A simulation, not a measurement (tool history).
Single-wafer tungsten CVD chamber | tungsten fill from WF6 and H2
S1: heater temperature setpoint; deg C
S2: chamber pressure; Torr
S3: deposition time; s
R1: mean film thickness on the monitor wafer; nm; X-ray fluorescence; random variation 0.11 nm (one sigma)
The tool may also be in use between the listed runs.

run	hour	S1	S2	S3	R1
1	0.0	390	35.3	14.1	37.170
2	6.7	398	35.3	14.1	44.403
3	14.8	394	35.2	14.1	40.702
4	22.5	394	35.2	14.6	42.218
5	25.9	390	35.1	14.6	38.623
6	34.2	390	35.1	14.6	38.309
7	39.0	387	35.1	14.6	36.015
8	42.6	385	35.1	14.6	34.493
9	44.7	385	35.1	14.6	34.355
10	46.5	383	35.1	14.6	32.998
11	49.2	382	35.1	14.6	32.011

Run 12 comes next. What will it give?
12	55.1	381	35.1	14.6	?

Run 12 gave R1 31.318 nm.

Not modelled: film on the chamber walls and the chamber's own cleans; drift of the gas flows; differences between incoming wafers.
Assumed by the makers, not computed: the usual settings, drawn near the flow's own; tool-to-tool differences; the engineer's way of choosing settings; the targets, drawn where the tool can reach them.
